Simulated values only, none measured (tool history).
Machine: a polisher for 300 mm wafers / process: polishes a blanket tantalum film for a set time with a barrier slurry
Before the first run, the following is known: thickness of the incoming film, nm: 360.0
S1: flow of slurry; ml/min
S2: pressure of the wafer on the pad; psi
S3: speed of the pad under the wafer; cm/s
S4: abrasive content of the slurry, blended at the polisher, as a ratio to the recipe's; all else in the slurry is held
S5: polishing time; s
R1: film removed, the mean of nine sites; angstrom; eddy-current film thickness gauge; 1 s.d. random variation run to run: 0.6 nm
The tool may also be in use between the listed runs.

run 1 hour=0 | S1=165 S2=1.8 S3=82 S4=1 S5=73 | R1=1072.6
run 2 hour=8.1 | S1=195 S2=1.8 S3=82 S4=1 S5=73 | R1=1093.2
run 3 hour=14.5 | S1=195 S2=2.2 S3=82 S4=1 S5=73 | R1=1306.1
run 4 hour=15.3 | S1=195 S2=1.7 S3=80 S4=1 S5=73 | R1=1018.8
run 5 hour=21.1 | S1=195 S2=1.4 S3=80 S4=1 S5=73 | R1=885.97
run 6 hour=28.5 | S1=190 S2=1.2 S3=80 S4=1 S5=73 | R1=782.41
run 7 hour=32.5 | S1=185 S2=1.1 S3=80 S4=1 S5=73 | R1=723.15
run 8 hour=40 | S1=170 S2=1.1 S3=80 S4=1 S5=73 | R1=704.2
run 9 hour=42.9 | S1=160 S2=1.1 S3=80 S4=1 S5=73 | R1=685.68
run 10 hour=47.6 | S1=155 S2=1.1 S3=80 S4=1 S5=73 | R1=678.69

Run 11 is up next; what results do you expect?
run 11 hour=48.9 | S1=150 S2=1.1 S3=80 S4=1 S5=73 | R1=?

R1: 694.55 angstrom
